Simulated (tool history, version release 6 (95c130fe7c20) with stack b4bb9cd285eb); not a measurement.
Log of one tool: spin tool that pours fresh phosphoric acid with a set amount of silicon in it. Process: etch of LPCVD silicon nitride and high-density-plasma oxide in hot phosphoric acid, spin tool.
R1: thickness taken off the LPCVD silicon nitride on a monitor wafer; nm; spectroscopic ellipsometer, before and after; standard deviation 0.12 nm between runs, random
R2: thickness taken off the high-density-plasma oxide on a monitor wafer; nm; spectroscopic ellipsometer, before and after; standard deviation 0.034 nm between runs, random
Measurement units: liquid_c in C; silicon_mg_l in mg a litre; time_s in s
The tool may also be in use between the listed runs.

run 1 day=0.000 | liquid_c=164.0 silicon_mg_l=25.0 time_s=160 | R1=13.6140 R2=0.45729
run 2 day=0.367 | liquid_c=164.0 silicon_mg_l=11.5 time_s=160 | R1=13.7240 R2=0.74961
run 3 day=0.608 | liquid_c=164.0 silicon_mg_l=0.0 time_s=160 | R1=13.6530 R2=0.85262
run 4 day=0.692 | liquid_c=164.0 silicon_mg_l=0.0 time_s=95 | R1=8.0553 R2=0.52319
run 5 day=0.825 | liquid_c=164.5 silicon_mg_l=7.5 time_s=125 | R1=10.7800 R2=0.61137
run 6 day=0.988 | liquid_c=164.5 silicon_mg_l=16.5 time_s=125 | R1=10.8300 R2=0.51596
run 7 day=1.138 | liquid_c=165.5 silicon_mg_l=22.0 time_s=145 | R1=12.9990 R2=0.53584

The next listed run, before its measurement:
run 8 day=1.462 | liquid_c=166.0 silicon_mg_l=24.0 time_s=160 | R1=? R2=?

For run 8 the tool returned R1 14.7060 nm, R2 0.55150 nm.
